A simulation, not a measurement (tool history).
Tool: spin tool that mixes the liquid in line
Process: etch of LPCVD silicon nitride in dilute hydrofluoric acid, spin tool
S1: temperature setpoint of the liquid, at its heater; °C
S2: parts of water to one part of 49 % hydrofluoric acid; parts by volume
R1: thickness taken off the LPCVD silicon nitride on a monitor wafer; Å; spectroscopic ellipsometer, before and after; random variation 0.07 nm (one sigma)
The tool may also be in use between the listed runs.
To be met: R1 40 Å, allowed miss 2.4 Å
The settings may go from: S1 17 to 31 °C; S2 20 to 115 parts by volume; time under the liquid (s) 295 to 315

{"run": 1, "hour": 0.0, "S1": 23, "S2": 65, "time under the liquid (s)": 295, "R1": 22.902}
{"run": 2, "hour": 8.2, "S1": 23, "S2": 50, "time under the liquid (s)": 295, "R1": 29.203}
{"run": 3, "hour": 8.9, "S1": 23, "S2": 50, "time under the liquid (s)": 315, "R1": 29.972}
{"run": 4, "hour": 9.7, "S1": 23, "S2": 50, "time under the liquid (s)": 295, "R1": 29.122}
{"run": 5, "hour": 14.6, "S1": 23, "S2": 65, "time under the liquid (s)": 295, "R1": 21.324}
{"run": 6, "hour": 16.2, "S1": 24.5, "S2": 65, "time under the liquid (s)": 295, "R1": 24.264}
{"run": 7, "hour": 18.2, "S1": 25.5, "S2": 65, "time under the liquid (s)": 295, "R1": 26.613}
{"run": 8, "hour": 21.7, "S1": 26.5, "S2": 65, "time under the liquid (s)": 295, "R1": 28.062}

5 next moves are on the table. One of them brings every result within its allowed miss. Which?
{"run": "A", "hour": 25.2, "S1": 26.5, "S2": 40, "time under the liquid (s)": 295, "R1": "?"}
{"run": "B", "hour": 25.2, "S1": 27.5, "S2": 60, "time under the liquid (s)": 305, "R1": "?"}
{"run": "C", "hour": 25.2, "S1": 28, "S2": 40, "time under the liquid (s)": 315, "R1": "?"}
{"run": "D", "hour": 25.2, "S1": 18.5, "S2": 65, "time under the liquid (s)": 295, "R1": "?"}
{"run": "E", "hour": 25.2, "S1": 29.5, "S2": 60, "time under the liquid (s)": 315, "R1": "?"}

move=A R1=44.312
move=B R1=32.847
move=C R1=52.255
move=D R1=15.99
move=E R1=38.623
A: takes the result that was furthest off past its target
B: nearer than the last run, and not there yet
C: takes the result that was furthest off past its target
D: further off than the last run
E: meets every target
Move E is the one to make.
